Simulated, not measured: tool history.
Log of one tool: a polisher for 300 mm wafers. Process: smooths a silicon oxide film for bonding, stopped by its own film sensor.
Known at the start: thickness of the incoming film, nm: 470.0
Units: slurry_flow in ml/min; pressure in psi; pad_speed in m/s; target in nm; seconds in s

{"run": 1, "day": 0.0, "slurry_flow": 170, "pressure": 1.9, "pad_speed": 1.08, "slurry_solids": 1.0, "target": 412, "seconds": 90.579}
{"run": 2, "day": 0.171, "slurry_flow": 170, "pressure": 1.9, "pad_speed": 1.08, "slurry_solids": 1.0, "target": 418, "seconds": 83.746}
{"run": 3, "day": 0.529, "slurry_flow": 170, "pressure": 1.7, "pad_speed": 1.06, "slurry_solids": 1.0, "target": 418, "seconds": 91.335}
{"run": 4, "day": 0.738, "slurry_flow": 205, "pressure": 1.7, "pad_speed": 1.06, "slurry_solids": 1.0, "target": 418, "seconds": 91.633}
{"run": 5, "day": 1.017, "slurry_flow": 205, "pressure": 1.7, "pad_speed": 0.82, "slurry_solids": 1.0, "target": 418, "seconds": 113.68}
{"run": 6, "day": 1.362, "slurry_flow": 205, "pressure": 1.6, "pad_speed": 0.8, "slurry_solids": 1.0, "target": 418, "seconds": 120.82}

Forecast run 7:
{"run": 7, "day": 1.479, "slurry_flow": 205, "pressure": 1.5, "pad_speed": 0.8, "slurry_solids": 1.0, "target": 418, "seconds": "?"}

Run 7 gave seconds 129.150 s.
